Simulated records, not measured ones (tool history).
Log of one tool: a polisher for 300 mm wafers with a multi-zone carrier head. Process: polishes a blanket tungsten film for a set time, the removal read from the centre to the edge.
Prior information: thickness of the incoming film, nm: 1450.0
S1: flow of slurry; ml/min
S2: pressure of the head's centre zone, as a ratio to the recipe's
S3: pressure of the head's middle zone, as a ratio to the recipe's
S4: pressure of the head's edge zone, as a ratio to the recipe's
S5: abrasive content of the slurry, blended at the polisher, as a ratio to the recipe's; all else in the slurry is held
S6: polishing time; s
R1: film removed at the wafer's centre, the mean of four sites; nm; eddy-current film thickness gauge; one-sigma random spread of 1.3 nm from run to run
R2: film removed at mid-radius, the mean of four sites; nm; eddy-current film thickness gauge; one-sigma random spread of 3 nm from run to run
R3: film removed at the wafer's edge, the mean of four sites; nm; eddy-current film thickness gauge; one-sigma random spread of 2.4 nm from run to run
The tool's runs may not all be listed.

run    day   S1    S2    S3    S4    S5  S6      R1      R2      R3
  1      0  245     1     1     1     1  64  294.28  302.42   305.6
  2  0.342  245  1.04     1     1     1  64  304.33  301.14  298.19
  3  0.621  245  1.04  1.05     1     1  64  307.64   303.9  300.92
  4  0.808  190  1.04  1.05     1     1  64  287.37  295.72  284.65
  5  0.954  190  1.03  1.04  0.99  0.95  63   276.9  285.68  278.18
  6  0.996  190  1.02  1.04  0.98   0.9  62  266.29  277.65  270.72
     1.192  -- slurry nozzle cleaned
  7  1.192  210  0.93  1.02  0.88  0.65  53  212.01  235.95  221.82

Estimate the outcome of run 8 from the log above:
  8  1.229  205  0.93  1.02  0.88  0.65  53   ?   ?   ?

{"run 8": {"R1": 211.57, "R2": 232.9, "R3": 222.55}}

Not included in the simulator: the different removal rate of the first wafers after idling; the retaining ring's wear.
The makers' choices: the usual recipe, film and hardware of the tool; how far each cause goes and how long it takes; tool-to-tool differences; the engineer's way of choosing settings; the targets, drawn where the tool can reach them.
